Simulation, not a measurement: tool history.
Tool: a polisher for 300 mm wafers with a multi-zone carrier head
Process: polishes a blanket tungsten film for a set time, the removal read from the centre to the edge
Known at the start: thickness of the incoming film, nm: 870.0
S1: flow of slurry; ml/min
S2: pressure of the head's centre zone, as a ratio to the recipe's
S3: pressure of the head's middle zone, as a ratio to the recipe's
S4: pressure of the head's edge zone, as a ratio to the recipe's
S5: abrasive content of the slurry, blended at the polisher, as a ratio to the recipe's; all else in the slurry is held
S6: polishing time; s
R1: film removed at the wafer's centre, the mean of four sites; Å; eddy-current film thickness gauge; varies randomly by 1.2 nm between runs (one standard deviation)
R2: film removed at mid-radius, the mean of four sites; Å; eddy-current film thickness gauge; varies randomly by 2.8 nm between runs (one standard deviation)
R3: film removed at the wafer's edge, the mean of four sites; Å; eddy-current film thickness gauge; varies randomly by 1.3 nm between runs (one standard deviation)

run    day   S1    S2    S3    S4    S5  S6      R1      R2      R3
  1  0.000  235  1.00  1.00  1.00  1.00  39  1780.7  1780.4  1829.3
  2  0.229  235  1.00  1.07  1.00  1.00  39  1743.6  1899.2  1835.4
  3  0.446  235  1.00  1.07  1.00  1.00  30  1360.2  1452.0  1404.4
  4  0.533  235  1.07  1.07  1.00  1.00  30  1407.3  1461.4  1396.6
  5  0.812  235  1.07  1.04  1.00  1.00  30  1427.0  1406.8  1412.6
  6  1.021  235  1.07  1.04  1.00  1.00  22  1041.7  1032.2  1032.0
  7  1.083  250  1.09  1.06  1.02  1.10  24  1201.2  1191.7  1190.1
  8  1.117  260  1.11  1.08  1.02  1.15  25  1302.2  1272.9  1253.2
  9  1.196  265  1.11  1.10  1.02  1.20  26  1368.9  1380.8  1327.8
 10  1.396  275  1.12  1.12  1.02  1.25  27  1456.0  1466.3  1383.6

Run 11 is up next; what results do you expect?
 11  1.483  280  1.12  1.13  1.02  1.30  28   ?   ?   ?

{"run 11": {"R1": 1533.9, "R2": 1588.4, "R3": 1478.1}}
